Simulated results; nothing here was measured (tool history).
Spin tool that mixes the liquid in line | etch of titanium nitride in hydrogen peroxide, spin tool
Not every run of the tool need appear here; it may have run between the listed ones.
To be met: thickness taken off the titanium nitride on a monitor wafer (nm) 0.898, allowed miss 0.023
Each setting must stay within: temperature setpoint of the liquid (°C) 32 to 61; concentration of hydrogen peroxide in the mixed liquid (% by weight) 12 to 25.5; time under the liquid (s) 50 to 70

run  hour  temperature setpoint of the liquid (°C)  concentration of hydrogen peroxide in the mixed liquid (% by weight)  time under the liquid (s)  thickness taken off the titanium nitride on a monitor wafer (nm)
  1     0                                       45                                                                  17.5                         70                                                            1.2798
  2   5.4                                       49                                                                  17.5                         70                                                            1.7359
  3  10.6                                       49                                                                    16                         70                                                            1.7113
  4  13.5                                       47                                                                    16                         70                                                            1.4923
  5  17.2                                     45.5                                                                    16                         70                                                            1.3327
  6  23.9                                       44                                                                    16                         70                                                            1.1845
  7  29.9                                       43                                                                    16                         70                                                            1.1031
  8  31.1                                     42.5                                                                    16                         70                                                            1.0619
  9  34.9                                       42                                                                    16                         70                                                            1.0206

Next run, 5 choices. One meets every target within its allowed miss, the rest don't. Which?
  A  38.7                                     45.5                                                                    12                         70                                                                 ?
  B  38.7                                       43                                                                    16                         70                                                                 ?
  C  38.7                                       40                                                                    18                         70                                                                 ?
  D  38.7                                     49.5                                                                    17                         50                                                                 ?
  E  38.7                                     41.5                                                                    23                         70                                                                 ?

move  thickness taken off the titanium nitride on a monitor wafer (nm)
   A                                                            1.2542
   B                                                            1.1048
   C                                                           0.90127
   D                                                            1.2926
   E                                                            1.0655
A: its largest miss is bigger than the last run's
B: its largest miss is bigger than the last run's
C: hits every target within its allowed miss
D: its largest miss is bigger than the last run's
E: its largest miss is bigger than the last run's
C is the move that brings every result within its allowed miss.
